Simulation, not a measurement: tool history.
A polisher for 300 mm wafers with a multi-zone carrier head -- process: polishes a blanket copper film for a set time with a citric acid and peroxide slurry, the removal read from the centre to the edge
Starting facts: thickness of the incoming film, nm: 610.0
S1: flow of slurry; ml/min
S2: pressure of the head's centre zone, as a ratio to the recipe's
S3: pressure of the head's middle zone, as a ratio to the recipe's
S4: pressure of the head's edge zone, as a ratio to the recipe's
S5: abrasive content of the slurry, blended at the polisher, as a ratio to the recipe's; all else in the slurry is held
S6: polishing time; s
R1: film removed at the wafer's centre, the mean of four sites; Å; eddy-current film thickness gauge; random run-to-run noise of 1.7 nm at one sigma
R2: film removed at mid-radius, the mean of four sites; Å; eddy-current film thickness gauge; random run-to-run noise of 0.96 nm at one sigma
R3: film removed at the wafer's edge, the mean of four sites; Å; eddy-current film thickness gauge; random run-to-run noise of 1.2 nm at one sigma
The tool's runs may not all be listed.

| run | hour | S1 | S2 | S3 | S4 | S5 | S6 | R1 | R2 | R3 |
|---|---|---|---|---|---|---|---|---|---|---|
| 1 | 0.0 | 305 | 1.00 | 1.00 | 1.00 | 1.00 | 53 | 1307.7 | 1334.4 | 1318.9 |
| 2 | 7.3 | 265 | 1.00 | 1.00 | 1.00 | 1.00 | 53 | 1321.9 | 1320.1 | 1291.5 |
| 3 | 10.3 | 245 | 1.01 | 0.99 | 0.96 | 0.90 | 52 | 1226.1 | 1222.3 | 1211.7 |
| 4 | 14.5 | 245 | 0.97 | 0.99 | 0.96 | 0.90 | 52 | 1172.3 | 1218.6 | 1197.1 |
| 5 | 21.3 | 300 | 0.97 | 0.99 | 0.96 | 0.90 | 52 | 1224.8 | 1261.3 | 1235.6 |
| 6 | 22.8 | 285 | 1.02 | 1.00 | 0.91 | 0.85 | 51 | 1224.1 | 1212.0 | 1198.3 |

Estimate the outcome of run 7 from the log above:
| 7 | 24.6 | 260 | 1.07 | 1.04 | 0.88 | 0.80 | 50 | ? | ? | ? |

Run 7 came out at R1 1221.9 Å, R2 1201.8 Å, R3 1108.6 Å.
